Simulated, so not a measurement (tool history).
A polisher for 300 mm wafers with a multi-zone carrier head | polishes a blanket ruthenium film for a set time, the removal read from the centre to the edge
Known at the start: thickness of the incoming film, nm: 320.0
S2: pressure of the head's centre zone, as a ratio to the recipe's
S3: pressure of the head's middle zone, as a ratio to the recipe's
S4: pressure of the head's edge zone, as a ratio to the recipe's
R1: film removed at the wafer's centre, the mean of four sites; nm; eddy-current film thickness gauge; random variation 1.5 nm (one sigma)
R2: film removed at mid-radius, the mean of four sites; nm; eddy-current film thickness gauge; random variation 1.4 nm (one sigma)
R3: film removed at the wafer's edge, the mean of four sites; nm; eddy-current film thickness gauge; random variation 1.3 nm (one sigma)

{"run": 1, "hour": 0.0, "flow of slurry (ml/min)": 230, "S2": 1.0, "S3": 1.0, "S4": 1.0, "polishing time (s)": 67, "R1": 86.547, "R2": 86.443, "R3": 87.443}
{"run": 2, "hour": 5.2, "flow of slurry (ml/min)": 230, "S2": 1.0, "S3": 1.01, "S4": 1.01, "polishing time (s)": 69, "R1": 89.864, "R2": 87.567, "R3": 89.188}
{"run": 3, "hour": 12.0, "flow of slurry (ml/min)": 230, "S2": 1.0, "S3": 1.01, "S4": 1.01, "polishing time (s)": 54, "R1": 70.072, "R2": 69.898, "R3": 69.728}
{"run": 4, "hour": 12.8, "flow of slurry (ml/min)": 230, "S2": 1.06, "S3": 1.01, "S4": 1.01, "polishing time (s)": 54, "R1": 73.922, "R2": 69.67, "R3": 69.283}
{"run": 5, "hour": 16.4, "flow of slurry (ml/min)": 230, "S2": 1.06, "S3": 1.06, "S4": 1.01, "polishing time (s)": 54, "R1": 74.33, "R2": 72.776, "R3": 69.58}
{"run": 6, "hour": 19.1, "flow of slurry (ml/min)": 230, "S2": 1.06, "S3": 1.06, "S4": 1.01, "polishing time (s)": 46, "R1": 62.991, "R2": 60.327, "R3": 59.375}
{"run": 7, "hour": 22.5, "flow of slurry (ml/min)": 230, "S2": 1.05, "S3": 1.07, "S4": 1.02, "polishing time (s)": 50, "R1": 68.306, "R2": 67.188, "R3": 65.371}
{"run": 8, "hour": 23.5, "flow of slurry (ml/min)": 235, "S2": 1.04, "S3": 1.08, "S4": 1.03, "polishing time (s)": 53, "R1": 70.515, "R2": 72.08, "R3": 69.501}
{"run": 9, "hour": 32.2, "flow of slurry (ml/min)": 240, "S2": 1.04, "S3": 1.09, "S4": 1.04, "polishing time (s)": 56, "R1": 75.489, "R2": 75.368, "R3": 74.846}

The next listed run, before its measurement:
{"run": 10, "hour": 38.1, "flow of slurry (ml/min)": 240, "S2": 1.03, "S3": 1.1, "S4": 1.04, "polishing time (s)": 59, "R1": "?", "R2": "?", "R3": "?"}

Run 10 gave R1 79.327 nm, R2 81.749 nm, R3 77.011 nm.
